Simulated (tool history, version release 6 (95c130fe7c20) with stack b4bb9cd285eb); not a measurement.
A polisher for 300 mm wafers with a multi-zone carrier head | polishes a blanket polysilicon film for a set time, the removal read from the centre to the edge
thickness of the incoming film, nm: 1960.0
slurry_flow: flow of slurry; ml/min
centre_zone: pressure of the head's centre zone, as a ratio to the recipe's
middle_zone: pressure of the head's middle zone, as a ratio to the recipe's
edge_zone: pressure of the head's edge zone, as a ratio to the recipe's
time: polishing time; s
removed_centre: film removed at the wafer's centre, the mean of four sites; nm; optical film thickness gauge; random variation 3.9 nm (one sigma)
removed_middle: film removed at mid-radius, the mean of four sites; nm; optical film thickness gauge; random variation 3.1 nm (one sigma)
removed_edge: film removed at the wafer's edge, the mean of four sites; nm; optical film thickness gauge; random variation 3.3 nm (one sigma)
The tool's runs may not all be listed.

| run | hour | slurry_flow | centre_zone | middle_zone | edge_zone | time | removed_centre | removed_middle | removed_edge |
|---|---|---|---|---|---|---|---|---|---|
| 1 | 0 | 265 | 1 | 1 | 1 | 65 | 575.67 | 560.5 | 578.62 |
| 2 | 3.2 | 265 | 1 | 1 | 0.96 | 65 | 580.48 | 559.14 | 566.75 |
| 3 | 7 | 260 | 0.98 | 1 | 0.93 | 56 | 485.96 | 478.11 | 467.51 |
| 4 | 10 | 260 | 0.98 | 0.95 | 0.93 | 56 | 487.87 | 455.86 | 469.95 |
| 5 | 18.9 | 255 | 0.95 | 0.95 | 0.9 | 52 | 442.68 | 421.46 | 430.94 |
| 6 | 22.7 | 255 | 0.95 | 0.95 | 0.9 | 58 | 488.3 | 474.85 | 481.02 |
| 7 | 30 | 250 | 0.93 | 0.95 | 0.88 | 53 | 425.12 | 433.64 | 423.98 |
| 8 | 37.7 | 245 | 0.92 | 0.94 | 0.86 | 50 | 396.37 | 399.55 | 404.42 |
| 9 | 44 | 250 | 0.92 | 0.95 | 0.85 | 48 | 388.6 | 397.85 | 387.39 |
| 10 | 50.6 | 245 | 0.92 | 0.95 | 0.84 | 47 | 379.2 | 383.3 | 372.05 |
| 11 | 57.3 | 230 | 0.92 | 0.95 | 0.83 | 47 | 373.02 | 381.79 | 366.2 |

Run 12 comes next. What will it give?
| 12 | 66.4 | 230 | 0.92 | 0.95 | 0.83 | 47 | ? | ? | ? |

{"run 12": {"removed_centre": 366.16, "removed_middle": 381.47, "removed_edge": 369.3}}
